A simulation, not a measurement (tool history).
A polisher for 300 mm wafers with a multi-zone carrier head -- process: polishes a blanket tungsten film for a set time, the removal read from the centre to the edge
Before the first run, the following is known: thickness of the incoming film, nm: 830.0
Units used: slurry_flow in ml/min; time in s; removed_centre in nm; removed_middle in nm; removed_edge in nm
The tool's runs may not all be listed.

run	hour	slurry_flow	centre_zone	middle_zone	edge_zone	slurry_solids	time	removed_centre	removed_middle	removed_edge
1	0.0	265	1.00	1.00	1.00	1.00	54	225.95	231.26	231.39
2	1.2	265	1.00	1.00	1.00	0.85	54	218.96	219.34	231.30
3	8.4	270	0.99	1.03	0.97	0.80	50	198.72	203.41	203.91
4	14.8	270	0.99	1.03	0.97	0.70	50	189.29	198.82	198.31
5	23.7	270	0.99	1.03	1.04	0.70	50	190.98	201.10	208.84
6	29.7	270	0.99	0.95	1.04	0.70	50	191.65	183.89	209.48
7	36.3	270	0.97	0.98	1.00	0.65	49	179.91	185.83	194.44
8	43.4	265	0.94	0.96	0.96	0.65	49	176.89	178.28	191.68
9	47.7	265	0.92	0.98	0.93	0.60	48	166.01	175.54	180.78
10	56.2	265	0.91	0.99	0.91	0.60	48	162.98	177.93	181.19
11	62.7	265	0.91	1.00	0.89	0.60	47	162.34	174.76	175.81

Run 12 has not been measured yet. What should we expect?
12	65.9	230	0.83	1.09	0.81	0.50	44	?	?	?

Logged for run 12: removed_centre 131.67 nm, removed_middle 169.74 nm, removed_edge 147.56 nm.

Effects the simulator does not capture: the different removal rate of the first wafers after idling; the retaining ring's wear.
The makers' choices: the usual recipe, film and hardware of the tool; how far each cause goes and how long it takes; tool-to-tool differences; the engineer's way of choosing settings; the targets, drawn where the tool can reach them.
